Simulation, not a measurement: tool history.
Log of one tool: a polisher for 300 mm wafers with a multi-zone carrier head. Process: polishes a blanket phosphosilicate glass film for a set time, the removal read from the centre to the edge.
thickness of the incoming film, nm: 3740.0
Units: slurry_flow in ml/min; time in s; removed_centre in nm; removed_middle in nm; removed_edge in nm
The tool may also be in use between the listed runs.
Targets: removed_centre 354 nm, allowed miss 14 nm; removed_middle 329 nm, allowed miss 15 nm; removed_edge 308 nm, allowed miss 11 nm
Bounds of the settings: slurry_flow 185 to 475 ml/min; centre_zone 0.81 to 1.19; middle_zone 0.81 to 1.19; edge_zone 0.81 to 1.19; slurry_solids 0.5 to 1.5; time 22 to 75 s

{"run": 1, "hour": 0.0, "slurry_flow": 305, "centre_zone": 1, "middle_zone": 1, "edge_zone": 1, "slurry_solids": 1, "time": 48, "removed_centre": 408.68, "removed_middle": 405.1, "removed_edge": 425.89}
{"run": 2, "hour": 0.8, "slurry_flow": 235, "centre_zone": 1, "middle_zone": 1, "edge_zone": 1, "slurry_solids": 1, "time": 48, "removed_centre": 394.15, "removed_middle": 396.74, "removed_edge": 417.11}
{"run": 3, "hour": 9.8, "slurry_flow": 240, "centre_zone": 1.01, "middle_zone": 1.01, "edge_zone": 0.99, "slurry_solids": 0.95, "time": 48, "removed_centre": 408.88, "removed_middle": 391.15, "removed_edge": 405.83}
{"run": 4, "hour": 14.7, "slurry_flow": 240, "centre_zone": 1.04, "middle_zone": 1.01, "edge_zone": 0.99, "slurry_solids": 0.95, "time": 48, "removed_centre": 404.96, "removed_middle": 395.29, "removed_edge": 401.23}
{"run": 5, "hour": 18.7, "slurry_flow": 240, "centre_zone": 1.04, "middle_zone": 1.01, "edge_zone": 0.98, "slurry_solids": 0.9, "time": 48, "removed_centre": 405.52, "removed_middle": 382.62, "removed_edge": 390.89}
{"run": 6, "hour": 21.6, "slurry_flow": 240, "centre_zone": 1.04, "middle_zone": 1.01, "edge_zone": 0.98, "slurry_solids": 0.9, "time": 42, "removed_centre": 343.78, "removed_middle": 334.27, "removed_edge": 346.91}
{"run": 7, "hour": 24.6, "slurry_flow": 240, "centre_zone": 1.05, "middle_zone": 1.01, "edge_zone": 0.97, "slurry_solids": 0.9, "time": 42, "removed_centre": 345.37, "removed_middle": 340.75, "removed_edge": 344.31}
{"run": 8, "hour": 30.4, "slurry_flow": 240, "centre_zone": 1.06, "middle_zone": 1.01, "edge_zone": 0.96, "slurry_solids": 0.9, "time": 42, "removed_centre": 358.84, "removed_middle": 332.49, "removed_edge": 338.67}
{"run": 9, "hour": 33.7, "slurry_flow": 240, "centre_zone": 1.06, "middle_zone": 1.02, "edge_zone": 0.95, "slurry_solids": 0.9, "time": 42, "removed_centre": 350.87, "removed_middle": 337.44, "removed_edge": 339.86}
{"run": 10, "hour": 37.7, "slurry_flow": 240, "centre_zone": 1.07, "middle_zone": 1.02, "edge_zone": 0.94, "slurry_solids": 0.9, "time": 42, "removed_centre": 354.41, "removed_middle": 331.97, "removed_edge": 331.44}
{"run": 11, "hour": 40.0, "slurry_flow": 240, "centre_zone": 1.07, "middle_zone": 1.02, "edge_zone": 0.93, "slurry_solids": 0.9, "time": 42, "removed_centre": 364.1, "removed_middle": 334.76, "removed_edge": 333.66}
{"run": 12, "hour": 47.9, "slurry_flow": 240, "centre_zone": 1.07, "middle_zone": 1.03, "edge_zone": 0.92, "slurry_solids": 0.9, "time": 42, "removed_centre": 359.43, "removed_middle": 340.14, "removed_edge": 333.73}
{"run": 13, "hour": 56.2, "slurry_flow": 240, "centre_zone": 1.07, "middle_zone": 1.03, "edge_zone": 0.92, "slurry_solids": 0.9, "time": 42, "removed_centre": 363.19, "removed_middle": 336.89, "removed_edge": 338.31}
{"hour": 57.9, "done": "edge zone pressure recalibrated"}
{"run": 14, "hour": 57.9, "slurry_flow": 240, "centre_zone": 1.08, "middle_zone": 1.04, "edge_zone": 0.92, "slurry_solids": 0.9, "time": 42, "removed_centre": 369.05, "removed_middle": 339.83, "removed_edge": 325.39}

Which of these 5 next moves meets every target?
{"run": "A", "hour": 59.6, "slurry_flow": 265, "centre_zone": 1.07, "middle_zone": 1.03, "edge_zone": 0.86, "slurry_solids": 0.8, "time": 43, "removed_centre": "?", "removed_middle": "?", "removed_edge": "?"}
{"run": "B", "hour": 59.6, "slurry_flow": 245, "centre_zone": 1.1, "middle_zone": 0.95, "edge_zone": 0.95, "slurry_solids": 0.85, "time": 45, "removed_centre": "?", "removed_middle": "?", "removed_edge": "?"}
{"run": "C", "hour": 59.6, "slurry_flow": 240, "centre_zone": 1.19, "middle_zone": 1.13, "edge_zone": 0.88, "slurry_solids": 1, "time": 39, "removed_centre": "?", "removed_middle": "?", "removed_edge": "?"}
{"run": "D", "hour": 59.6, "slurry_flow": 280, "centre_zone": 0.96, "middle_zone": 0.97, "edge_zone": 0.99, "slurry_solids": 0.95, "time": 41, "removed_centre": "?", "removed_middle": "?", "removed_edge": "?"}
{"run": "E", "hour": 59.6, "slurry_flow": 185, "centre_zone": 0.98, "middle_zone": 1.06, "edge_zone": 1.02, "slurry_solids": 0.95, "time": 42, "removed_centre": "?", "removed_middle": "?", "removed_edge": "?"}

move=A removed_centre=356.5 removed_middle=339.34 removed_edge=317.28
move=B removed_centre=390.49 removed_middle=338.04 removed_edge=355.36
move=C removed_centre=392.19 removed_middle=362.93 removed_edge=317.36
move=D removed_centre=330.18 removed_middle=333.35 removed_edge=349.75
move=E removed_centre=328.75 removed_middle=351.87 removed_edge=351.04
A: meets every target
B: further off than the last run
C: brings the result that was furthest off to its target, and leaves another outside
D: further off than the last run
E: further off than the last run
The right move is A.

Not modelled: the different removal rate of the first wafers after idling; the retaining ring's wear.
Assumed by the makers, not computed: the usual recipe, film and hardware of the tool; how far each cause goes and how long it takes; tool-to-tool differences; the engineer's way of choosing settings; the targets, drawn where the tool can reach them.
